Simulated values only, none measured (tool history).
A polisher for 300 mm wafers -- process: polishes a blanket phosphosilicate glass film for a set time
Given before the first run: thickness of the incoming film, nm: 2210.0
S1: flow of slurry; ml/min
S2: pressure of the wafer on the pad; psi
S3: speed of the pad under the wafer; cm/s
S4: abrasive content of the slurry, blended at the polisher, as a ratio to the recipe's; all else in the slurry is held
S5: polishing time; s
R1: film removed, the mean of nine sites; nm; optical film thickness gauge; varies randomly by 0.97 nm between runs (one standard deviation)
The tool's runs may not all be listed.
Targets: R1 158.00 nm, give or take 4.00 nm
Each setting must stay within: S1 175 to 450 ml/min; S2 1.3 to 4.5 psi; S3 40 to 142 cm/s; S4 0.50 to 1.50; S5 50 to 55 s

| run | hour | S1 | S2 | S3 | S4 | S5 | R1 |
|---|---|---|---|---|---|---|---|
| 1 | 0.0 | 290 | 2.9 | 90 | 1.00 | 55 | 382.40 |
| 2 | 7.3 | 260 | 2.9 | 90 | 1.00 | 55 | 374.83 |
| 3 | 9.8 | 255 | 2.7 | 86 | 1.00 | 55 | 338.27 |
| 4 | 16.6 | 255 | 3.0 | 86 | 1.00 | 55 | 373.50 |
| 5 | 24.4 | 250 | 2.8 | 82 | 1.00 | 55 | 337.87 |
| 6 | 27.1 | 250 | 3.2 | 82 | 1.00 | 55 | 378.84 |
| 7 | 34.5 | 245 | 2.9 | 78 | 1.00 | 55 | 335.66 |
| 8 | 41.9 | 240 | 2.7 | 74 | 1.00 | 55 | 295.35 |
| 9 | 42.9 | 235 | 2.5 | 72 | 1.00 | 55 | 266.62 |
| 10 | 51.0 | 225 | 1.7 | 64 | 1.00 | 55 | 169.34 |

4 candidate next runs follow, results not yet known. Just one meets every target within its allowed miss. Identify it.
| A | 59.1 | 290 | 1.3 | 74 | 1.15 | 50 | ? |
| B | 59.1 | 250 | 2.1 | 66 | 0.75 | 52 | ? |
| C | 59.1 | 230 | 1.6 | 70 | 0.90 | 52 | ? |
| D | 59.1 | 190 | 1.7 | 66 | 0.95 | 50 | ? |

| move | R1 |
|---|---|
| A | 147.80 |
| B | 157.31 |
| C | 148.88 |
| D | 148.13 |
A: carries the result that was furthest off beyond its target, to the other side
B: meets every target
C: carries the result that was furthest off beyond its target, to the other side
D: carries the result that was furthest off beyond its target, to the other side
B meets every target.
